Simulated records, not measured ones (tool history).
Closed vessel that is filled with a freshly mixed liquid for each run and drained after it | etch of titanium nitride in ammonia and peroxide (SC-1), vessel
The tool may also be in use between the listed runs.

run	day	temperature setpoint of the liquid (°C)	parts of water to one part of 30 % peroxide (parts by volume)	parts of 29 % ammonia solution to one part of 30 % peroxide (parts by volume)	time in the liquid (s)	thickness taken off the titanium nitride on a monitor wafer (Å)
1	0.000	55.0	20.0	0.95	100	68.425
2	0.350	55.0	20.0	0.95	105	72.370
3	0.600	55.0	24.5	0.95	105	65.084
4	0.762	48.5	24.5	0.95	105	41.041
5	0.796	50.5	24.5	0.95	105	47.556
6	0.938	52.0	24.5	0.95	105	52.536
7	1.012	59.5	24.5	0.95	105	87.042

Forecast run 8:
8	1.388	59.0	24.5	0.95	105	?

Run 8 gave thickness taken off the titanium nitride on a monitor wafer (Å) 84.117.
